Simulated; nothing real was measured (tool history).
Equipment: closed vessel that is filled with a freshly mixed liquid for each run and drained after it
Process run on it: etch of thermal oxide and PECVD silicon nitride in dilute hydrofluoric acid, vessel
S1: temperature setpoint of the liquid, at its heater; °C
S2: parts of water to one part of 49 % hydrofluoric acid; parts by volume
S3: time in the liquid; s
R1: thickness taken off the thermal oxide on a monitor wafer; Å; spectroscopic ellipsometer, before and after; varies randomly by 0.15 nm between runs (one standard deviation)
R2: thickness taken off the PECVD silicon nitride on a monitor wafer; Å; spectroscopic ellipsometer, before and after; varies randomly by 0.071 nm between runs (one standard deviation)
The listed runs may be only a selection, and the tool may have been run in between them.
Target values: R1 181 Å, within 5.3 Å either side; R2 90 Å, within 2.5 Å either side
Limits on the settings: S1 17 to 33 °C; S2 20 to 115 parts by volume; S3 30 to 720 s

| run | day | S1 | S2 | S3 | R1 | R2 |
|---|---|---|---|---|---|---|
| 1 | 0 | 25 | 65 | 370 | 306.95 | 169.32 |
| 2 | 0.075 | 27 | 65 | 370 | 337.59 | 189.79 |
| 3 | 0.296 | 26 | 65 | 370 | 323.32 | 179.08 |
| 4 | 0.675 | 26 | 65 | 500 | 435.09 | 242.22 |
| 5 | 0.879 | 26 | 65 | 635 | 544.76 | 308.53 |
| 6 | 0.946 | 25 | 70 | 635 | 491.65 | 263.79 |
| 7 | 1.333 | 25 | 75 | 625 | 447.74 | 245.6 |
| 8 | 1.454 | 24.5 | 80 | 620 | 398.36 | 221.69 |
| 9 | 1.688 | 20.5 | 105 | 595 | 242.82 | 124.98 |
| 10 | 2.008 | 20.5 | 105 | 590 | 242.48 | 123.53 |
| 11 | 2.275 | 20.5 | 105 | 585 | 239.03 | 121.74 |
| 12 | 2.45 | 20.5 | 105 | 580 | 238.23 | 120.81 |
| 13 | 2.55 | 18.5 | 115 | 565 | 193.87 | 93.589 |
| 14 | 2.767 | 18.5 | 115 | 560 | 192.42 | 92.75 |

Next run, 4 choices. One meets every target within its allowed miss, the rest don't. Which?
| A | 2.983 | 17.5 | 95 | 445 | ? | ? |
| B | 2.983 | 18.5 | 95 | 425 | ? | ? |
| C | 2.983 | 17.5 | 100 | 505 | ? | ? |
| D | 2.983 | 19 | 115 | 525 | ? | ? |

| move | R1 | R2 |
|---|---|---|
| A | 183.23 | 82.471 |
| B | 182.49 | 84.418 |
| C | 196.5 | 89.049 |
| D | 186.07 | 89.623 |
A: corrects the largest miss of the last run, while another result sits out of spec
B: corrects the largest miss of the last run, while another result sits out of spec
C: lands further from the targets than the last run did
D: each result inside its tolerance
D is the move that brings every result within its allowed miss.

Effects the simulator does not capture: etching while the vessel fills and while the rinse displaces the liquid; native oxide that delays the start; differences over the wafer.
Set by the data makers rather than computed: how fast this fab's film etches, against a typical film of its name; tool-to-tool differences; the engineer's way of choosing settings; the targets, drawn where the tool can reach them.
